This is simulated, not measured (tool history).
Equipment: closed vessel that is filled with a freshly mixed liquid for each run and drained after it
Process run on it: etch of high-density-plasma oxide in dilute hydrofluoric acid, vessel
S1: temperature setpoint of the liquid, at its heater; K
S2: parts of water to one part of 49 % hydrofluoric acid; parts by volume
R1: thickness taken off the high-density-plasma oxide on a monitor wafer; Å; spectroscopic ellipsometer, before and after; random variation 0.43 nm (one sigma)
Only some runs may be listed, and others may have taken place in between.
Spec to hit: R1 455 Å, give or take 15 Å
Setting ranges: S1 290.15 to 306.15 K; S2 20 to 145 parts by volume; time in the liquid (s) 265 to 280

run 1 hour=0 | S1=298.15 S2=80 time_in_the_liquid_(s)=265 | R1=190.01
run 2 hour=7.1 | S1=298.15 S2=80 time_in_the_liquid_(s)=280 | R1=205.19
run 3 hour=12.1 | S1=299.65 S2=75 time_in_the_liquid_(s)=280 | R1=234.67
run 4 hour=14.9 | S1=300.65 S2=70 time_in_the_liquid_(s)=280 | R1=260.43
run 5 hour=21.6 | S1=300.65 S2=70 time_in_the_liquid_(s)=280 | R1=260.26
run 6 hour=30.3 | S1=301.65 S2=65 time_in_the_liquid_(s)=280 | R1=294.92
run 7 hour=31.9 | S1=302.65 S2=60 time_in_the_liquid_(s)=280 | R1=339.56
-- hour=40.8 thermometer replaced
run 8 hour=40.8 | S1=303.15 S2=60 time_in_the_liquid_(s)=280 | R1=363.15

Exactly one of the 5 candidate moves below puts every result within its allowed miss. Which one?
run A hour=49.7 | S1=299.65 S2=35 time_in_the_liquid_(s)=265 | R1=?
run B hour=49.7 | S1=300.65 S2=65 time_in_the_liquid_(s)=265 | R1=?
run C hour=49.7 | S1=303.15 S2=45 time_in_the_liquid_(s)=280 | R1=?
run D hour=49.7 | S1=304.15 S2=55 time_in_the_liquid_(s)=280 | R1=?
run E hour=49.7 | S1=300.65 S2=45 time_in_the_liquid_(s)=280 | R1=?

move=A R1=527.34
move=B R1=283.22
move=C R1=491.38
move=D R1=411.61
move=E R1=444.83
A: carries the result that was furthest off beyond its target, to the other side
B: its largest miss is bigger than the last run's
C: carries the result that was furthest off beyond its target, to the other side
D: an improvement on the last run, though not all results are within tolerance
E: every result lands within tolerance
The right move is E.
